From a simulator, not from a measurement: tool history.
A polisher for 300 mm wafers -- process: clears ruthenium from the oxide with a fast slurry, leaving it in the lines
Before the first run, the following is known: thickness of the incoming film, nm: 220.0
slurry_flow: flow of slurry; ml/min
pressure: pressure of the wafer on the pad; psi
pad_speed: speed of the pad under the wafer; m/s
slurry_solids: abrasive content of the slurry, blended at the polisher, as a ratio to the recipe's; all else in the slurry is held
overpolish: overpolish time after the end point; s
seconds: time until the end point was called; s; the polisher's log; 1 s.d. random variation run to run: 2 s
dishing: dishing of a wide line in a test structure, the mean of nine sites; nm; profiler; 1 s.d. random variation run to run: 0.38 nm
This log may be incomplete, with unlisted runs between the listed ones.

| run | hour | slurry_flow | pressure | pad_speed | slurry_solids | overpolish | seconds | dishing |
|---|---|---|---|---|---|---|---|---|
| 1 | 0 | 185 | 2.2 | 0.86 | 1 | 20 | 77.956 | 36.384 |
| 2 | 8.4 | 185 | 2.2 | 0.86 | 1 | 24 | 77.252 | 41.184 |
| 3 | 10.9 | 185 | 2.1 | 0.86 | 1 | 24 | 80.146 | 40.879 |
| 4 | 16.2 | 185 | 2 | 0.86 | 1 | 24 | 87.666 | 38.998 |
| 5 | 24.5 | 185 | 1.8 | 0.84 | 1 | 23 | 98.239 | 34.907 |
| 6 | 30.4 | 185 | 2.1 | 0.84 | 1 | 23 | 85.209 | 38.641 |

Run 7 comes next. What will it give?
| 7 | 34.8 | 185 | 1.8 | 0.84 | 1 | 23 | ? | ? |

Run 7 gave seconds 99.023 s, dishing 35.488 nm.
